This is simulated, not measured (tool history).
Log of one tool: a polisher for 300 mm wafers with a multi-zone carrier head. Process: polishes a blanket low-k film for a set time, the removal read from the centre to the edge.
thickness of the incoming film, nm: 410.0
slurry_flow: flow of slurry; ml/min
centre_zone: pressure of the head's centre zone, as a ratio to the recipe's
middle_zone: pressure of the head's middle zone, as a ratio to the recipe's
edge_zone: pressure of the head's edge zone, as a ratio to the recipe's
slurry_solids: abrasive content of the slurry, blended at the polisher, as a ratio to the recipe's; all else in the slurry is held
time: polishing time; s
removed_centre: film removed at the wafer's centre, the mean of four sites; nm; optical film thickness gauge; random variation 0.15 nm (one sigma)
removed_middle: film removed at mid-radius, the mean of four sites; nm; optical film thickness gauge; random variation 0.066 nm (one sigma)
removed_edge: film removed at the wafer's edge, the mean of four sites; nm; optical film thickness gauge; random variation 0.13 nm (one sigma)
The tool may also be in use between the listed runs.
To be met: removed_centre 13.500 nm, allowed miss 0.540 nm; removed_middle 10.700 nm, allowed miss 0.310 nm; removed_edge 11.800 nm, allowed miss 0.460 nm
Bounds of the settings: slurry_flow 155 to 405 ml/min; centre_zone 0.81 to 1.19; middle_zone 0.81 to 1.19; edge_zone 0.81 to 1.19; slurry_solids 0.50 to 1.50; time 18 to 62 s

| run | hour | slurry_flow | centre_zone | middle_zone | edge_zone | slurry_solids | time | removed_centre | removed_middle | removed_edge |
|---|---|---|---|---|---|---|---|---|---|---|
| 1 | 0.0 | 260 | 1.00 | 1.00 | 1.00 | 1.00 | 40 | 12.323 | 12.364 | 12.133 |
| 2 | 2.7 | 260 | 1.00 | 1.00 | 1.00 | 1.10 | 40 | 12.608 | 12.666 | 12.653 |
| 3 | 8.8 | 260 | 1.00 | 1.00 | 1.00 | 1.15 | 40 | 13.025 | 12.785 | 12.819 |
| 4 | 9.6 | 260 | 1.00 | 1.04 | 1.00 | 1.15 | 40 | 12.846 | 13.222 | 12.441 |
| 5 | 10.9 | 260 | 1.00 | 1.04 | 1.05 | 1.15 | 40 | 12.777 | 13.348 | 13.066 |
| 6 | 17.1 | 255 | 1.02 | 1.00 | 1.02 | 1.10 | 40 | 12.847 | 12.806 | 12.840 |
| 7 | 19.2 | 260 | 1.03 | 0.96 | 0.98 | 1.10 | 40 | 12.962 | 12.206 | 12.332 |
| 8 | 25.0 | 260 | 1.04 | 0.93 | 0.97 | 1.10 | 40 | 12.755 | 11.830 | 12.474 |
| 9 | 30.4 | 260 | 1.07 | 0.91 | 0.95 | 1.10 | 40 | 13.303 | 11.738 | 12.405 |
| 10 | 33.6 | 255 | 1.08 | 0.89 | 0.93 | 1.10 | 40 | 13.510 | 11.493 | 12.147 |
| 11 | 38.7 | 250 | 1.08 | 0.88 | 0.92 | 1.10 | 40 | 13.350 | 11.380 | 11.793 |

4 next moves are on the table. One of them brings every result within its allowed miss. Which?
| A | 43.8 | 235 | 1.08 | 0.81 | 0.98 | 1.10 | 41 | ? | ? | ? |
| B | 43.8 | 225 | 1.15 | 0.86 | 0.94 | 0.90 | 42 | ? | ? | ? |
| C | 43.8 | 300 | 1.07 | 0.81 | 1.05 | 1.15 | 39 | ? | ? | ? |
| D | 43.8 | 215 | 1.07 | 0.81 | 0.99 | 1.05 | 42 | ? | ? | ? |

| move | removed_centre | removed_middle | removed_edge |
|---|---|---|---|
| A | 13.658 | 10.836 | 12.670 |
| B | 13.735 | 10.847 | 11.847 |
| C | 13.396 | 10.687 | 12.856 |
| D | 13.537 | 10.836 | 12.759 |
A: brings the result that was furthest off to its target, and leaves another outside
B: meets every target
C: brings the result that was furthest off to its target, and leaves another outside
D: brings the result that was furthest off to its target, and leaves another outside
Move B is the one to make.

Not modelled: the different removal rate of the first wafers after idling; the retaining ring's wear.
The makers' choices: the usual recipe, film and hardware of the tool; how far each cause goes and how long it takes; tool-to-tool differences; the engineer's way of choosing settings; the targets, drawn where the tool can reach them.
